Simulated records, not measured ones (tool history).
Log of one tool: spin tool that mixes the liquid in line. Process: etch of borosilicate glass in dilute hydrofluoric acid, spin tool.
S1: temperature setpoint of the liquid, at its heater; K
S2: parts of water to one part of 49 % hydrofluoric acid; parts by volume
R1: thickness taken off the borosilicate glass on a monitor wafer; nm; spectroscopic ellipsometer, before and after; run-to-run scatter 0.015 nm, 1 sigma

{"run": 1, "hour": 0.0, "S1": 297.15, "S2": 175, "time under the liquid (s)": 15, "R1": 3.1058}
{"run": 2, "hour": 4.8, "S1": 297.15, "S2": 230, "time under the liquid (s)": 15, "R1": 2.2216}
{"run": 3, "hour": 9.5, "S1": 298.65, "S2": 230, "time under the liquid (s)": 15, "R1": 2.3534}
{"run": 4, "hour": 12.5, "S1": 300.65, "S2": 215, "time under the liquid (s)": 15, "R1": 2.7602}
{"run": 5, "hour": 18.9, "S1": 302.15, "S2": 200, "time under the liquid (s)": 15, "R1": 3.1849}
{"run": 6, "hour": 21.0, "S1": 298.65, "S2": 200, "time under the liquid (s)": 15, "R1": 2.7996}
{"run": 7, "hour": 22.6, "S1": 300.65, "S2": 190, "time under the liquid (s)": 15, "R1": 3.2194}

Predict the results of run 8:
{"run": 8, "hour": 28.0, "S1": 302.15, "S2": 185, "time under the liquid (s)": 15, "R1": "?"}

R1: 3.4809 nm

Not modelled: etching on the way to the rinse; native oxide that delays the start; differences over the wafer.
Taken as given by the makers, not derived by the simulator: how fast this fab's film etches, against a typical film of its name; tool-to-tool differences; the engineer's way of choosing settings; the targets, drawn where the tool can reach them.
